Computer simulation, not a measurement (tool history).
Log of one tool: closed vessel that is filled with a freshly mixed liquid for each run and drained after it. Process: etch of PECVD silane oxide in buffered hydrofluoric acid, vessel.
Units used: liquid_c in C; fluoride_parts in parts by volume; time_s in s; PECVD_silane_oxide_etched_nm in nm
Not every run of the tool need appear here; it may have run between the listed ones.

{"run": 1, "hour": 0.0, "liquid_c": 22, "fluoride_parts": 9, "time_s": 30, "PECVD_silane_oxide_etched_nm": 98.439}
{"run": 2, "hour": 5.0, "liquid_c": 23, "fluoride_parts": 9, "time_s": 30, "PECVD_silane_oxide_etched_nm": 104.48}
{"run": 3, "hour": 14.1, "liquid_c": 23, "fluoride_parts": 9, "time_s": 30, "PECVD_silane_oxide_etched_nm": 104.3}
{"run": 4, "hour": 18.0, "liquid_c": 23.5, "fluoride_parts": 9, "time_s": 30, "PECVD_silane_oxide_etched_nm": 105.72}
{"run": 5, "hour": 21.7, "liquid_c": 24, "fluoride_parts": 9, "time_s": 30, "PECVD_silane_oxide_etched_nm": 108.26}
{"run": 6, "hour": 23.9, "liquid_c": 24, "fluoride_parts": 10.5, "time_s": 30, "PECVD_silane_oxide_etched_nm": 95.448}
{"run": 7, "hour": 27.2, "liquid_c": 25, "fluoride_parts": 10.5, "time_s": 30, "PECVD_silane_oxide_etched_nm": 103.46}
{"run": 8, "hour": 36.2, "liquid_c": 25.5, "fluoride_parts": 10.5, "time_s": 30, "PECVD_silane_oxide_etched_nm": 104.2}

Run 9 comes next. What will it give?
{"run": 9, "hour": 41.3, "liquid_c": 29, "fluoride_parts": 10.5, "time_s": 30, "PECVD_silane_oxide_etched_nm": "?"}

Run 9 gave PECVD_silane_oxide_etched_nm 125.33 nm.
